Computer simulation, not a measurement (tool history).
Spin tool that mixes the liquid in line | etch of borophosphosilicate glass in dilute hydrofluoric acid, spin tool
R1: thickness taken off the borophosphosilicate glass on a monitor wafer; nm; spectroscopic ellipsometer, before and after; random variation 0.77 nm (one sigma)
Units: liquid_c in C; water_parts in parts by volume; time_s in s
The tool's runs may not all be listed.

Run 1, hour 0: liquid_c 21 C, water_parts 75 parts by volume, time_s 170 s. Result: R1 82.813 nm.
Run 2, hour 7.2: liquid_c 22.5 C, water_parts 75 parts by volume, time_s 170 s. Result: R1 87.783 nm.
Run 3, hour 12.1: liquid_c 24 C, water_parts 75 parts by volume, time_s 170 s. Result: R1 92.383 nm.
Run 4, hour 19.3: liquid_c 25 C, water_parts 75 parts by volume, time_s 170 s. Result: R1 97.384 nm.
Run 5, hour 26.6: liquid_c 25 C, water_parts 60 parts by volume, time_s 170 s. Result: R1 123.64 nm.
Run 6, hour 31.2: liquid_c 25 C, water_parts 80 parts by volume, time_s 170 s. Result: R1 89.835 nm.

Run 7 comes next. What will it give?
Run 7, hour 37.5: liquid_c 26 C, water_parts 80 parts by volume, time_s 170 s. Result: R1 ?.

{"run 7": {"R1": 93.015}}

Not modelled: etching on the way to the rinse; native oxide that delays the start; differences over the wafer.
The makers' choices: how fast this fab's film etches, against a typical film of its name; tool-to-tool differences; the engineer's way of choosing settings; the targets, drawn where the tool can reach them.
